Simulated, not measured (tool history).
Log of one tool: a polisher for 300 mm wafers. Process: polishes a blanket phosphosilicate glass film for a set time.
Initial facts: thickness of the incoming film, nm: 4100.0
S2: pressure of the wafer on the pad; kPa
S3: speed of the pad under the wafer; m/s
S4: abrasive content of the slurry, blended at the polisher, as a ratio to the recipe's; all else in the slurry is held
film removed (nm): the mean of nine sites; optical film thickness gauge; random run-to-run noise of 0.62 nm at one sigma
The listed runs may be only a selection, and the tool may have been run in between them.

Run 1, day 0.000: flow of slurry (ml/min) 170, S2 19.3 kPa, S3 0.76 m/s, S4 1.0, polishing time (s) 19. Result: film removed (nm) 121.650.
Run 2, day 0.308: flow of slurry (ml/min) 205, S2 19.3 kPa, S3 0.76 m/s, S4 1.0, polishing time (s) 19. Result: film removed (nm) 123.830.
Run 3, day 0.529: flow of slurry (ml/min) 205, S2 15.9 kPa, S3 0.74 m/s, S4 1.0, polishing time (s) 19. Result: film removed (nm) 105.450.
Run 4, day 0.567: flow of slurry (ml/min) 205, S2 20.0 kPa, S3 0.74 m/s, S4 1.0, polishing time (s) 19. Result: film removed (nm) 126.590.
Run 5, day 0.617: flow of slurry (ml/min) 200, S2 16.5 kPa, S3 0.70 m/s, S4 1.0, polishing time (s) 19. Result: film removed (nm) 103.280.
Run 6, day 0.838: flow of slurry (ml/min) 195, S2 14.5 kPa, S3 0.68 m/s, S4 1.0, polishing time (s) 19. Result: film removed (nm) 91.593.
Run 7, day 0.879: flow of slurry (ml/min) 195, S2 14.5 kPa, S3 0.68 m/s, S4 1.0, polishing time (s) 19. Result: film removed (nm) 91.413.
Run 8, day 0.950: flow of slurry (ml/min) 190, S2 13.1 kPa, S3 0.66 m/s, S4 1.0, polishing time (s) 19. Result: film removed (nm) 83.424.
Run 9, day 1.250: flow of slurry (ml/min) 185, S2 11.7 kPa, S3 0.66 m/s, S4 1.0, polishing time (s) 19. Result: film removed (nm) 76.861.
Run 10, day 1.338: flow of slurry (ml/min) 175, S2 11.0 kPa, S3 0.66 m/s, S4 1.0, polishing time (s) 19. Result: film removed (nm) 73.317.

The next listed run, before its measurement:
Run 11, day 1.688: flow of slurry (ml/min) 165, S2 11.0 kPa, S3 0.66 m/s, S4 1.0, polishing time (s) 19. Result: film removed (nm) ?.

Run 11 measured film removed (nm) 73.235.
